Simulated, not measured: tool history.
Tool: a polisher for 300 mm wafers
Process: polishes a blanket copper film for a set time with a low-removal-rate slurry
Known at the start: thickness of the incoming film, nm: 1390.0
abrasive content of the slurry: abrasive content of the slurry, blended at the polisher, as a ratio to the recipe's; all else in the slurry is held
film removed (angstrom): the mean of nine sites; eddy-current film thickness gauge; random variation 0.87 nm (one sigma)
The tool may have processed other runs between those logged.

run  hour  flow of slurry (ml/min)  pressure of the wafer on the pad (kPa)  speed of the pad under the wafer (m/s)  abrasive content of the slurry  polishing time (s)  film removed (angstrom)
  1   0.0                      145                                    19.3                                    0.98                            1.00                  54                   1746.7
  2   8.7                      160                                    19.3                                    0.98                            1.00                  54                   1744.2
  3  11.6                      185                                    19.3                                    0.98                            1.00                  54                   1819.6
  4  17.9                      170                                    16.5                                    0.98                            1.00                  54                   1609.2
  5  20.0                      170                                    16.5                                    0.98                            0.85                  54                   1533.3
  6  27.6                      170                                    19.3                                    0.98                            0.85                  54                   1681.9

What will run 7 give?
  7  34.8                      160                                    15.9                                    0.96                            0.85                  54                        ?

{"run 7": {"film removed (angstrom)": 1428.0}}
